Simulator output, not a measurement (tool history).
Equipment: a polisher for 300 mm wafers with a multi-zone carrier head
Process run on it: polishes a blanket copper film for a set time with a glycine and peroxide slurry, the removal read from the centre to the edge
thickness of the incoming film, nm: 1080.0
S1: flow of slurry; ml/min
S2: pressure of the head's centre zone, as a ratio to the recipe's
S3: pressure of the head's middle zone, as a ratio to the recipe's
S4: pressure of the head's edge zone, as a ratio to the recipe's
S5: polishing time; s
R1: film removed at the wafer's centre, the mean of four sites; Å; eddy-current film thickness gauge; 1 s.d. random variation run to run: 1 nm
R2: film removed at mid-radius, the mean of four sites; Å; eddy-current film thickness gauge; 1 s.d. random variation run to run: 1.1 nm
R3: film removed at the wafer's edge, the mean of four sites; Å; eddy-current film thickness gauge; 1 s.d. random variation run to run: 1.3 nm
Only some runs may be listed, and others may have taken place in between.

{"run": 1, "hour": 0.0, "S1": 220, "S2": 1.0, "S3": 1.0, "S4": 1.0, "S5": 57, "R1": 1962.6, "R2": 2051.0, "R3": 1952.4}
{"run": 2, "hour": 5.5, "S1": 220, "S2": 1.0, "S3": 0.92, "S4": 1.0, "S5": 57, "R1": 1967.0, "R2": 1913.1, "R3": 1983.3}
{"run": 3, "hour": 7.9, "S1": 210, "S2": 0.95, "S3": 0.95, "S4": 0.95, "S5": 50, "R1": 1643.7, "R2": 1721.0, "R3": 1654.8}
{"run": 4, "hour": 10.3, "S1": 195, "S2": 0.91, "S3": 0.97, "S4": 0.94, "S5": 46, "R1": 1431.2, "R2": 1591.4, "R3": 1484.3}
{"hour": 17.1, "done": "edge zone pressure recalibrated"}
{"run": 5, "hour": 17.1, "S1": 195, "S2": 0.91, "S3": 0.97, "S4": 0.94, "S5": 60, "R1": 1884.0, "R2": 2077.2, "R3": 2006.8}
{"run": 6, "hour": 23.0, "S1": 185, "S2": 0.88, "S3": 0.99, "S4": 0.93, "S5": 53, "R1": 1605.6, "R2": 1858.3, "R3": 1779.6}
{"run": 7, "hour": 28.3, "S1": 190, "S2": 0.86, "S3": 1.0, "S4": 0.91, "S5": 47, "R1": 1405.7, "R2": 1644.3, "R3": 1570.3}
{"run": 8, "hour": 32.3, "S1": 175, "S2": 0.85, "S3": 1.03, "S4": 0.88, "S5": 43, "R1": 1235.2, "R2": 1537.2, "R3": 1381.3}

What does the tool deliver on the next run?
{"run": 9, "hour": 39.7, "S1": 165, "S2": 0.85, "S3": 1.03, "S4": 0.86, "S5": 42, "R1": "?", "R2": "?", "R3": "?"}

R1: 1177.8 Å
R2: 1494.1 Å
R3: 1333.2 Å
